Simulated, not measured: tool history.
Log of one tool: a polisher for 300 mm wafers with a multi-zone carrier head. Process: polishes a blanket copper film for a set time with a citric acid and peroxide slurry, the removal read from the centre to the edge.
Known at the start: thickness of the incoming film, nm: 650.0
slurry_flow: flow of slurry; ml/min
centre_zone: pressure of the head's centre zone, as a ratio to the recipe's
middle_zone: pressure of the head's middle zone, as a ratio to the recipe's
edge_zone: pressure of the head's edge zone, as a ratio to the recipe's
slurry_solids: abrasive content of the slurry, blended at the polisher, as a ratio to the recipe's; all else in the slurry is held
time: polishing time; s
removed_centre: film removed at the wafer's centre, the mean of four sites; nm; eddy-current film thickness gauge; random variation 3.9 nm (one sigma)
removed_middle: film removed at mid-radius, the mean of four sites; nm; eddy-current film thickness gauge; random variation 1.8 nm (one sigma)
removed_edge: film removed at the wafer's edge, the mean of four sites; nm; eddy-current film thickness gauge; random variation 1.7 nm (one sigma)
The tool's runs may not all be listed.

run 1 hour=0.0 | slurry_flow=260 centre_zone=1.00 middle_zone=1.00 edge_zone=1.00 slurry_solids=1.00 time=82 | removed_centre=170.27 removed_middle=172.42 removed_edge=172.06
run 2 hour=5.0 | slurry_flow=265 centre_zone=1.02 middle_zone=1.00 edge_zone=1.02 slurry_solids=1.10 time=84 | removed_centre=184.25 removed_middle=182.51 removed_edge=184.74
run 3 hour=13.8 | slurry_flow=265 centre_zone=1.02 middle_zone=0.96 edge_zone=1.02 slurry_solids=1.10 time=84 | removed_centre=186.09 removed_middle=177.55 removed_edge=186.93
run 4 hour=15.8 | slurry_flow=265 centre_zone=1.02 middle_zone=1.00 edge_zone=1.02 slurry_solids=1.10 time=84 | removed_centre=185.28 removed_middle=184.61 removed_edge=186.32
run 5 hour=18.9 | slurry_flow=275 centre_zone=1.04 middle_zone=1.00 edge_zone=1.04 slurry_solids=1.15 time=84 | removed_centre=190.38 removed_middle=187.63 removed_edge=188.97
run 6 hour=21.3 | slurry_flow=275 centre_zone=1.06 middle_zone=0.99 edge_zone=1.05 slurry_solids=1.20 time=86 | removed_centre=200.63 removed_middle=190.12 removed_edge=195.81
run 7 hour=30.1 | slurry_flow=280 centre_zone=1.07 middle_zone=0.99 edge_zone=1.06 slurry_solids=1.25 time=88 | removed_centre=211.23 removed_middle=197.42 removed_edge=205.03
run 8 hour=32.2 | slurry_flow=285 centre_zone=1.08 middle_zone=0.99 edge_zone=1.07 slurry_solids=1.30 time=89 | removed_centre=216.65 removed_middle=200.09 removed_edge=211.68
run 9 hour=36.5 | slurry_flow=290 centre_zone=1.09 middle_zone=1.00 edge_zone=1.08 slurry_solids=1.35 time=90 | removed_centre=216.39 removed_middle=206.80 removed_edge=211.65

The next listed run, before its measurement:
run 10 hour=40.8 | slurry_flow=290 centre_zone=1.10 middle_zone=1.00 edge_zone=1.09 slurry_solids=1.35 time=91 | removed_centre=? removed_middle=? removed_edge=?

removed_centre: 234.66 nm
removed_middle: 212.31 nm
removed_edge: 218.40 nm

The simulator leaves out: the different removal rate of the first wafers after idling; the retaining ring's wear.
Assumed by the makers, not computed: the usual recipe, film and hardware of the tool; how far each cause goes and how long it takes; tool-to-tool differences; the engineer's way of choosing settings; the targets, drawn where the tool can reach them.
